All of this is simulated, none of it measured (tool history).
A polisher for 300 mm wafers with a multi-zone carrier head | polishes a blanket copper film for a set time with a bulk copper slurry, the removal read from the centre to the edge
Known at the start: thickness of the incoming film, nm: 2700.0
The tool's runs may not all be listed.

run,hour,flow of slurry (ml/min),pressure of the head's centre zone,pressure of the head's middle zone,pressure of the head's edge zone,abrasive content of the slurry,polishing time (s),film removed at the wafer's centre (Å),film removed at mid-radius (Å),film removed at the wafer's edge (Å)
1,0.0,170,1.00,1.00,1.00,1.00,36,2823.6,3083.5,3090.2
2,7.5,185,1.04,1.04,1.03,1.15,38,3297.3,3539.1,3486.0
3,12.6,195,1.07,1.08,1.06,1.25,39,3548.7,3905.1,3746.6
4,16.6,205,1.10,1.10,1.08,1.30,40,3766.3,4122.3,3981.5
5,25.1,215,1.12,1.12,1.08,1.35,40,3955.5,4278.7,4002.5
# hour 33.7: centre zone pressure recalibrated
6,33.7,220,1.14,1.13,1.10,1.40,40,4229.1,4354.9,4033.1
7,41.8,225,1.13,1.14,1.12,1.45,41,4379.8,4541.8,4213.9
8,46.0,225,1.12,1.14,1.13,1.45,41,4444.1,4517.1,4283.3

Forecast run 9:
9,50.3,225,1.11,1.15,1.13,1.45,41,?,?,?

film removed at the wafer's centre (Å): 4231.9
film removed at mid-radius (Å): 4601.0
film removed at the wafer's edge (Å): 4227.7
